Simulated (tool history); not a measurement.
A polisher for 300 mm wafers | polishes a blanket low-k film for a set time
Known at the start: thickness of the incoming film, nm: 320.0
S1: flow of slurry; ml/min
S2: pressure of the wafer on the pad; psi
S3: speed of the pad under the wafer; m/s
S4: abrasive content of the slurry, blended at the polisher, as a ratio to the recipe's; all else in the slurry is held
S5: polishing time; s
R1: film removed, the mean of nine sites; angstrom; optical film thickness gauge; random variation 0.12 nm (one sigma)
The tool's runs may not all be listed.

| run | hour | S1 | S2 | S3 | S4 | S5 | R1 |
|---|---|---|---|---|---|---|---|
| 1 | 0 | 215 | 1.9 | 0.96 | 1 | 34 | 125.07 |
| 2 | 8 | 265 | 1.9 | 0.96 | 1 | 34 | 127.67 |
| 3 | 15.9 | 285 | 1.9 | 0.96 | 1 | 34 | 130.09 |
| 4 | 22.2 | 285 | 1.9 | 0.96 | 1.2 | 34 | 137.74 |
| 5 | 28.2 | 285 | 1.9 | 1.1 | 1.2 | 34 | 152.32 |
| 6 | 32.3 | 285 | 1.8 | 1.1 | 1.2 | 34 | 144.16 |
| 7 | 35.6 | 285 | 1.8 | 1.1 | 1.2 | 34 | 146.03 |
| 8 | 41 | 285 | 1.7 | 1.1 | 1.2 | 34 | 139.5 |
| 9 | 48.7 | 285 | 1.6 | 1.1 | 1.2 | 34 | 133.68 |

Forecast run 10:
| 10 | 55 | 285 | 1.5 | 1.1 | 1.2 | 34 | ? |

R1: 122.99 angstrom

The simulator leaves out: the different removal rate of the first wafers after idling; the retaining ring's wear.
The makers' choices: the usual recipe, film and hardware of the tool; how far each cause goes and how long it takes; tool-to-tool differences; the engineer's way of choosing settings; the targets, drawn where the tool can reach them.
